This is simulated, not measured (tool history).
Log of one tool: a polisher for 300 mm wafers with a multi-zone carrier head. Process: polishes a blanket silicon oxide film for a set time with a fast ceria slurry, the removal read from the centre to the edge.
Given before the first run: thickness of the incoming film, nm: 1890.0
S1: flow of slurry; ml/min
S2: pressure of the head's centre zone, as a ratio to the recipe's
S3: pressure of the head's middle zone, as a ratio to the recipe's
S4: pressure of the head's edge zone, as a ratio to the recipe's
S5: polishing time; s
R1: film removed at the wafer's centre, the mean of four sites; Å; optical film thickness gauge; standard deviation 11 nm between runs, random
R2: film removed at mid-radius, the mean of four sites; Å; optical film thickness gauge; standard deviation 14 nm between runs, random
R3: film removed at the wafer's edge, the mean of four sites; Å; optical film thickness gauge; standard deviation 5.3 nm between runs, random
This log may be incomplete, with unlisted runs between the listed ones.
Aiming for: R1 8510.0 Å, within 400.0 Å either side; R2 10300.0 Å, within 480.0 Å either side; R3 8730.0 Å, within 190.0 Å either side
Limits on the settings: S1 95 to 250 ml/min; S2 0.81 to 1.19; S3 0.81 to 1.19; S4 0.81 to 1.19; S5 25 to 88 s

{"run": 1, "hour": 0.0, "S1": 160, "S2": 1.0, "S3": 1.0, "S4": 1.0, "S5": 56, "R1": 7469.3, "R2": 7541.1, "R3": 7257.5}
{"run": 2, "hour": 5.3, "S1": 160, "S2": 1.0, "S3": 0.96, "S4": 1.0, "S5": 56, "R1": 7636.5, "R2": 7245.4, "R3": 7104.6}
{"run": 3, "hour": 8.1, "S1": 160, "S2": 1.0, "S3": 0.91, "S4": 1.0, "S5": 56, "R1": 7474.1, "R2": 6912.7, "R3": 7147.7}
{"run": 4, "hour": 12.4, "S1": 160, "S2": 0.93, "S3": 0.91, "S4": 1.0, "S5": 56, "R1": 6988.9, "R2": 6915.6, "R3": 7132.8}
{"run": 5, "hour": 18.6, "S1": 165, "S2": 0.93, "S3": 0.94, "S4": 1.01, "S5": 57, "R1": 7120.1, "R2": 7214.4, "R3": 7256.5}
{"run": 6, "hour": 20.4, "S1": 130, "S2": 0.93, "S3": 0.94, "S4": 1.01, "S5": 57, "R1": 6910.9, "R2": 7050.9, "R3": 7101.5}
{"run": 7, "hour": 29.1, "S1": 135, "S2": 0.94, "S3": 0.97, "S4": 1.02, "S5": 58, "R1": 7329.4, "R2": 7316.8, "R3": 7364.0}
{"run": 8, "hour": 37.8, "S1": 145, "S2": 0.94, "S3": 1.0, "S4": 1.02, "S5": 59, "R1": 7322.4, "R2": 7658.6, "R3": 7549.0}
{"run": 9, "hour": 41.0, "S1": 150, "S2": 0.94, "S3": 1.02, "S4": 1.02, "S5": 60, "R1": 7538.5, "R2": 7919.0, "R3": 7653.7}
{"run": 10, "hour": 46.3, "S1": 155, "S2": 0.94, "S3": 1.04, "S4": 1.02, "S5": 61, "R1": 7955.2, "R2": 8251.7, "R3": 7888.3}
{"run": 11, "hour": 52.8, "S1": 160, "S2": 0.93, "S3": 1.06, "S4": 1.02, "S5": 62, "R1": 7655.7, "R2": 8499.0, "R3": 7971.6}
{"run": 12, "hour": 53.8, "S1": 165, "S2": 0.93, "S3": 1.08, "S4": 1.02, "S5": 62, "R1": 8036.5, "R2": 8662.7, "R3": 8025.5}
{"run": 13, "hour": 56.6, "S1": 170, "S2": 0.92, "S3": 1.09, "S4": 1.02, "S5": 63, "R1": 8013.8, "R2": 9035.7, "R3": 8188.5}

5 next moves are on the table. One of them brings every result within its allowed miss. Which?
{"run": "A", "hour": 59.4, "S1": 150, "S2": 1.1, "S3": 1.08, "S4": 1.0, "S5": 62, "R1": "?", "R2": "?", "R3": "?"}
{"run": "B", "hour": 59.4, "S1": 160, "S2": 0.89, "S3": 1.16, "S4": 0.97, "S5": 70, "R1": "?", "R2": "?", "R3": "?"}
{"run": "C", "hour": 59.4, "S1": 180, "S2": 0.98, "S3": 1.03, "S4": 1.01, "S5": 58, "R1": "?", "R2": "?", "R3": "?"}
{"run": "D", "hour": 59.4, "S1": 115, "S2": 1.05, "S3": 0.81, "S4": 1.19, "S5": 67, "R1": "?", "R2": "?", "R3": "?"}
{"run": "E", "hour": 59.4, "S1": 165, "S2": 1.19, "S3": 0.96, "S4": 1.12, "S5": 58, "R1": "?", "R2": "?", "R3": "?"}

move=A R1=8926.5 R2=8320.2 R3=7758.3
move=B R1=8684.1 R2=9988.3 R3=8683.3
move=C R1=7866.4 R2=7726.2 R3=7433.9
move=D R1=8862.3 R2=7095.4 R3=8909.6
move=E R1=9011.1 R2=7265.4 R3=7764.7
A: misses by more than the last run did
B: every result lands within tolerance
C: misses by more than the last run did
D: brings the last run's worst result on target, with another outside its allowed miss
E: misses by more than the last run did
Answer: B
